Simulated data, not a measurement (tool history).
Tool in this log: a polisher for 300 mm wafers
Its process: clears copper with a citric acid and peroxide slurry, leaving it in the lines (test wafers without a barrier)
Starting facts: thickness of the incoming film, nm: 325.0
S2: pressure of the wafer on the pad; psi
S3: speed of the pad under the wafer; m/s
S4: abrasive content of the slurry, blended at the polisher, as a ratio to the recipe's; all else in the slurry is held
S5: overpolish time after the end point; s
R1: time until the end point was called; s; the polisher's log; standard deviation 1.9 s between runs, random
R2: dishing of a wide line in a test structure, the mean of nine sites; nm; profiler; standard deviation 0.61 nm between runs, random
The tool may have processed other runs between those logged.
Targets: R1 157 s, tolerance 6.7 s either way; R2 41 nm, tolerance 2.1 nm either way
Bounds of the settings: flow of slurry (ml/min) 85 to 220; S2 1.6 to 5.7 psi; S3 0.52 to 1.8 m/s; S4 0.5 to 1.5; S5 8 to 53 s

Run 1, hour 0: flow of slurry (ml/min) 140, S2 3.6 psi, S3 1.16 m/s, S4 1, S5 27 s. Result: R1 115.49 s, R2 40.797 nm.
Run 2, hour 7.1: flow of slurry (ml/min) 135, S2 3.3 psi, S3 1.16 m/s, S4 1, S5 29 s. Result: R1 125.13 s, R2 39.833 nm.
Run 3, hour 15.5: flow of slurry (ml/min) 135, S2 3.9 psi, S3 1.16 m/s, S4 1, S5 29 s. Result: R1 106.49 s, R2 42.825 nm.
Run 4, hour 17: flow of slurry (ml/min) 130, S2 3.5 psi, S3 1.16 m/s, S4 1, S5 31 s. Result: R1 118.33 s, R2 41.784 nm.
Run 5, hour 22.4: flow of slurry (ml/min) 125, S2 3.2 psi, S3 1.16 m/s, S4 1, S5 33 s. Result: R1 131.67 s, R2 42.228 nm.
Run 6, hour 24.3: flow of slurry (ml/min) 125, S2 4.1 psi, S3 1.16 m/s, S4 1, S5 33 s. Result: R1 104.9 s, R2 48.204 nm.
Run 7, hour 31.2: flow of slurry (ml/min) 120, S2 3.7 psi, S3 1.16 m/s, S4 1, S5 34 s. Result: R1 115.39 s, R2 46.019 nm.
Run 8, hour 35.6: flow of slurry (ml/min) 115, S2 3.4 psi, S3 1.16 m/s, S4 1, S5 35 s. Result: R1 126.72 s, R2 43.297 nm.
Run 9, hour 42.8: flow of slurry (ml/min) 110, S2 3.2 psi, S3 1.16 m/s, S4 1, S5 36 s. Result: R1 135.16 s, R2 42.98 nm.
Run 10, hour 49.3: flow of slurry (ml/min) 105, S2 3.1 psi, S3 1.16 m/s, S4 1, S5 37 s. Result: R1 140.71 s, R2 42.763 nm.
Run 11, hour 51.5: flow of slurry (ml/min) 105, S2 3.1 psi, S3 1.16 m/s, S4 1, S5 37 s. Result: R1 142.3 s, R2 42.414 nm.
Run 12, hour 52.8: flow of slurry (ml/min) 100, S2 3 psi, S3 1.16 m/s, S4 1, S5 37 s. Result: R1 147.12 s, R2 40.613 nm.

Which of these 4 next moves meets every target?
Run A, hour 54.1: flow of slurry (ml/min) 125, S2 3.2 psi, S3 1.04 m/s, S4 0.75, S5 40 s. Result: R1 ?, R2 ?.
Run B, hour 54.1: flow of slurry (ml/min) 85, S2 2.9 psi, S3 1.22 m/s, S4 0.9, S5 34 s. Result: R1 ?, R2 ?.
Run C, hour 54.1: flow of slurry (ml/min) 85, S2 3 psi, S3 1.22 m/s, S4 1.1, S5 30 s. Result: R1 ?, R2 ?.
Run D, hour 54.1: flow of slurry (ml/min) 100, S2 3.2 psi, S3 1.22 m/s, S4 0.9, S5 34 s. Result: R1 ?, R2 ?.

move      R1      R2
   A  156.94  41.964
   B  158.48  37.142
   C  146.87  35.909
   D  136.95  41.197
A: every result lands within tolerance
B: the furthest-off result lands on target, but another misses its tolerance
C: misses by more than the last run did
D: misses by more than the last run did
The right move is A.
